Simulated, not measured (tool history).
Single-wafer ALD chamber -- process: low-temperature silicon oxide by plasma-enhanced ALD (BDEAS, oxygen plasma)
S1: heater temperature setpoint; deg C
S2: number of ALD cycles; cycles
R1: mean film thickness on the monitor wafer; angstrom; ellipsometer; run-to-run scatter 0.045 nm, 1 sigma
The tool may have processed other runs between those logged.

run 1 day=0.000 | S1=110 S2=54 | R1=79.621
run 2 day=0.038 | S1=110 S2=47 | R1=68.792
run 3 day=0.129 | S1=109 S2=50 | R1=73.546
run 4 day=0.250 | S1=108 S2=52 | R1=76.108
run 5 day=0.404 | S1=108 S2=48 | R1=70.705
run 6 day=0.517 | S1=98 S2=48 | R1=72.669

Run 7 has not been measured yet. What should we expect?
run 7 day=0.883 | S1=97 S2=50 | R1=?

{"run 7": {"R1": 76.347}}
